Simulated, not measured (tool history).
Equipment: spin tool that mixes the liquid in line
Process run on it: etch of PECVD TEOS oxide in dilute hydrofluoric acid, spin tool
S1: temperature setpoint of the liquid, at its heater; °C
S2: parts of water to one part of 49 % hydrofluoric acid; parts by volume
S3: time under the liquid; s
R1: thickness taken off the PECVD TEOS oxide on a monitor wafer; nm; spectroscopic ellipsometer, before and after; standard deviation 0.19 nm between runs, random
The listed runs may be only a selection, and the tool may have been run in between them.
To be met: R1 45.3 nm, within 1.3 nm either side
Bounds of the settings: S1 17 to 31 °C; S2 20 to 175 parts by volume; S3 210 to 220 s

run 1 day=0 | S1=23 S2=95 S3=210 | R1=15.791
run 2 day=0.283 | S1=24.5 S2=85 S3=210 | R1=19.016
run 3 day=0.45 | S1=24.5 S2=115 S3=210 | R1=13.44
run 4 day=0.679 | S1=25.5 S2=100 S3=210 | R1=16.352
run 5 day=0.838 | S1=27.5 S2=100 S3=210 | R1=17.774
run 6 day=1.05 | S1=28 S2=90 S3=210 | R1=20.352
run 7 day=1.154 | S1=28.5 S2=80 S3=210 | R1=23.842
run 8 day=1.412 | S1=29 S2=70 S3=210 | R1=28.291
run 9 day=1.721 | S1=29.5 S2=65 S3=210 | R1=31.214
run 10 day=1.75 | S1=29.5 S2=65 S3=210 | R1=31.171
run 11 day=1.983 | S1=29.5 S2=60 S3=210 | R1=34.182
run 12 day=2.167 | S1=29.5 S2=55 S3=210 | R1=37.523
run 13 day=2.375 | S1=30.5 S2=50 S3=210 | R1=42.551
run 14 day=2.638 | S1=31 S2=50 S3=210 | R1=43.313
run 15 day=2.958 | S1=31 S2=45 S3=210 | R1=49.017

Which one of the following 5 next-run settings gets every result inside its allowed miss? There is exactly one.
run A day=3.279 | S1=30.5 S2=45 S3=210 | R1=?
run B day=3.279 | S1=31 S2=55 S3=220 | R1=?
run C day=3.279 | S1=31 S2=50 S3=220 | R1=?
run D day=3.279 | S1=27.5 S2=40 S3=220 | R1=?
run E day=3.279 | S1=31 S2=45 S3=220 | R1=?

move=A R1=48.513
move=B R1=41.743
move=C R1=46.279
move=D R1=51.123
move=E R1=51.829
A: an improvement on the last run, though not all results are within tolerance
B: carries the result that was furthest off beyond its target, to the other side
C: meets every target
D: its largest miss is bigger than the last run's
E: its largest miss is bigger than the last run's
The move that meets every target is C.
